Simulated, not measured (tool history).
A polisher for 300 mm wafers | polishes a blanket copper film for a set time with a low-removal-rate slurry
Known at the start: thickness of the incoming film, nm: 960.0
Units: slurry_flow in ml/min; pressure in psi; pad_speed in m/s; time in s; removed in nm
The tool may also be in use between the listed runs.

Run 1, hour 0.0: slurry_flow 230 ml/min, pressure 3.4 psi, pad_speed 1.06 m/s, slurry_solids 1.00, time 108 s. Result: removed 371.74 nm.
Run 2, hour 1.6: slurry_flow 230 ml/min, pressure 3.4 psi, pad_speed 1.06 m/s, slurry_solids 0.85, time 108 s. Result: removed 363.37 nm.
Run 3, hour 8.0: slurry_flow 230 ml/min, pressure 3.4 psi, pad_speed 1.06 m/s, slurry_solids 0.85, time 108 s. Result: removed 360.45 nm.
Run 4, hour 14.2: slurry_flow 230 ml/min, pressure 3.3 psi, pad_speed 1.06 m/s, slurry_solids 0.85, time 108 s. Result: removed 346.43 nm.
Run 5, hour 22.0: slurry_flow 230 ml/min, pressure 3.2 psi, pad_speed 1.06 m/s, slurry_solids 0.85, time 108 s. Result: removed 337.66 nm.
Run 6, hour 25.7: slurry_flow 230 ml/min, pressure 3.5 psi, pad_speed 1.06 m/s, slurry_solids 0.85, time 108 s. Result: removed 373.50 nm.

The next listed run, before its measurement:
Run 7, hour 27.3: slurry_flow 230 ml/min, pressure 3.4 psi, pad_speed 1.06 m/s, slurry_solids 0.85, time 108 s. Result: removed ?.

removed: 356.14 nm
